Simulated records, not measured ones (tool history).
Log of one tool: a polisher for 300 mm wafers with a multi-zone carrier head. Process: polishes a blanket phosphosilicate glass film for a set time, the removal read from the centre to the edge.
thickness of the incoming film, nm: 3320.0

| run | day | flow of slurry (ml/min) | pressure of the head's centre zone | pressure of the head's middle zone | pressure of the head's edge zone | abrasive content of the slurry | polishing time (s) | film removed at the wafer's centre (Å) | film removed at mid-radius (Å) | film removed at the wafer's edge (Å) |
|---|---|---|---|---|---|---|---|---|---|---|
| 1 | 0.000 | 205 | 1.00 | 1.00 | 1.00 | 1.00 | 32 | 3565.4 | 3625.0 | 3508.2 |
| 2 | 0.092 | 245 | 1.00 | 1.00 | 1.00 | 1.00 | 32 | 3699.2 | 3574.1 | 3600.9 |
| 3 | 0.425 | 270 | 1.00 | 1.00 | 1.00 | 1.00 | 32 | 3725.2 | 3647.8 | 3595.6 |
| 4 | 0.629 | 270 | 0.93 | 1.00 | 1.00 | 1.00 | 32 | 3456.0 | 3819.4 | 3589.2 |
| 5 | 0.821 | 270 | 0.88 | 1.00 | 1.00 | 1.00 | 32 | 3257.0 | 3624.3 | 3640.3 |
| 6 | 0.846 | 315 | 0.88 | 1.00 | 1.00 | 1.00 | 32 | 3353.4 | 3695.3 | 3641.9 |
| 7 | 1.108 | 315 | 0.90 | 0.99 | 0.96 | 0.85 | 31 | 3064.0 | 3441.0 | 3327.2 |
| 8 | 1.404 | 315 | 0.95 | 0.98 | 0.94 | 0.75 | 30 | 2965.6 | 3121.4 | 3025.5 |
| 9 | 1.688 | 310 | 0.96 | 0.97 | 0.90 | 0.70 | 30 | 2957.5 | 3028.9 | 2794.4 |
| 10 | 1.738 | 295 | 0.94 | 0.95 | 0.89 | 0.70 | 30 | 2852.9 | 2924.2 | 2813.1 |
| 11 | 1.792 | 285 | 0.94 | 0.95 | 0.87 | 0.70 | 30 | 2929.0 | 2879.9 | 2773.1 |

The next listed run, before its measurement:
| 12 | 2.062 | 285 | 0.94 | 0.95 | 0.87 | 0.70 | 30 | ? | ? | ? |

{"run 12": {"film removed at the wafer's centre (Å)": 2882.9, "film removed at mid-radius (Å)": 2883.2, "film removed at the wafer's edge (Å)": 2794.8}}
